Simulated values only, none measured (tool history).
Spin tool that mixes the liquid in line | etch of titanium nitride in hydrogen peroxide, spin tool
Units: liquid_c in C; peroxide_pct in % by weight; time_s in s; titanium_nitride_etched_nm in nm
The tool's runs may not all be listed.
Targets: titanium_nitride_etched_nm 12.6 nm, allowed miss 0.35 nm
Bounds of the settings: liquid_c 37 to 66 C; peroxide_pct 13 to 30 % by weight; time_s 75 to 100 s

run    day  liquid_c  peroxide_pct  time_s  titanium_nitride_etched_nm
  1      0        53            24     100                      10.478
  2    0.3        60            24     100                      16.995
  3  0.383        60            27     100                      17.506
  4  0.521        63            27     100                      21.285
  5  0.646        61            27     100                      18.593
  6  0.917      59.5            27     100                      16.804
  7  1.179      59.5            27     100                      16.869
  8  1.383      58.5            27     100                      15.716

Which of these 5 next moves meets every target?
  A  1.588      64.5            30      85                           ?
  B  1.588      59.5            28      75                           ?
  C  1.588        66            24      80                           ?
  D  1.588        61            30      75                           ?
  E  1.588      62.5            26     100                           ?

move  titanium_nitride_etched_nm
   A                      20.533
   B                      12.754
   C                      20.312
   D                      14.338
   E                      20.489
A: further off than the last run
B: meets every target
C: further off than the last run
D: nearer than the last run, and not there yet
E: further off than the last run
Move B is the one to make.
